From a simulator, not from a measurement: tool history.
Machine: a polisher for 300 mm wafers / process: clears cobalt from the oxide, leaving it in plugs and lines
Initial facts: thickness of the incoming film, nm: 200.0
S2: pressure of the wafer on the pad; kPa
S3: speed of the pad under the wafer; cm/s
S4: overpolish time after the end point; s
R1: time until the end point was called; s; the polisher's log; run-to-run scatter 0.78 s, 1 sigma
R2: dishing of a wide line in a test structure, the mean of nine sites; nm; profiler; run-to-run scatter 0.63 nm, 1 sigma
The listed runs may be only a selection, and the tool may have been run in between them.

Run 1, hour 0: flow of slurry (ml/min) 195, S2 10.3 kPa, S3 104 cm/s, S4 22 s. Result: R1 62.218 s, R2 25.115 nm.
Run 2, hour 5.9: flow of slurry (ml/min) 160, S2 10.3 kPa, S3 104 cm/s, S4 22 s. Result: R1 65.238 s, R2 24.826 nm.
Run 3, hour 8: flow of slurry (ml/min) 160, S2 10.3 kPa, S3 104 cm/s, S4 13 s. Result: R1 65.457 s, R2 20.598 nm.
Run 4, hour 13.6: flow of slurry (ml/min) 165, S2 11 kPa, S3 104 cm/s, S4 15 s. Result: R1 60.712 s, R2 22.351 nm.
Run 5, hour 18.5: flow of slurry (ml/min) 165, S2 9.7 kPa, S3 104 cm/s, S4 15 s. Result: R1 69.135 s, R2 21.312 nm.
Run 6, hour 25.7: flow of slurry (ml/min) 165, S2 9.7 kPa, S3 90 cm/s, S4 15 s. Result: R1 82.167 s, R2 20.711 nm.
Run 7, hour 33.5: flow of slurry (ml/min) 170, S2 11 kPa, S3 90 cm/s, S4 16 s. Result: R1 70.741 s, R2 21.771 nm.

For run 8, what comes out?
Run 8, hour 34.2: flow of slurry (ml/min) 175, S2 11.7 kPa, S3 90 cm/s, S4 17 s. Result: R1 ?, R2 ?.

{"run 8": {"R1": 64.769, "R2": 22.624}}

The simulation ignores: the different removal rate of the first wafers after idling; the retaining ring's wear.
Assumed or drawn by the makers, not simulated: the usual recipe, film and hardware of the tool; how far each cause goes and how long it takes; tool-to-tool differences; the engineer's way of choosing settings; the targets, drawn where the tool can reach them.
